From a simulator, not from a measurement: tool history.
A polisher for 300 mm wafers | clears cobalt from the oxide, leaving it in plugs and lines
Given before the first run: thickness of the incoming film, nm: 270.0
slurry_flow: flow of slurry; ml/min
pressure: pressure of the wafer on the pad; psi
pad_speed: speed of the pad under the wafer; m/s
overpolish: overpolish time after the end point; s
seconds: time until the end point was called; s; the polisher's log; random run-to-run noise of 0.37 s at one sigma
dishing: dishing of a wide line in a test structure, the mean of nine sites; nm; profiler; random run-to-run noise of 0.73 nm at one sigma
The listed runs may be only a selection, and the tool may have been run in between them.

run	day	slurry_flow	pressure	pad_speed	overpolish	seconds	dishing
1	0	240	2.5	1.14	27	39.027	61.375
2	0.117	240	2.6	1.14	26	36.694	61.208
3	0.388	300	2.6	1.14	26	35.22	62.483
4	0.604	300	2.7	1.14	25	34.639	61.088
5	0.942	300	2.7	1.14	33	34.225	64.565
6	1.283	300	2.7	1.14	22	35.477	59.662

For run 7, what comes out?
7	1.479	300	2.8	1.14	22	?	?

For run 7 the tool returned seconds 33.847 s, dishing 60.897 nm.
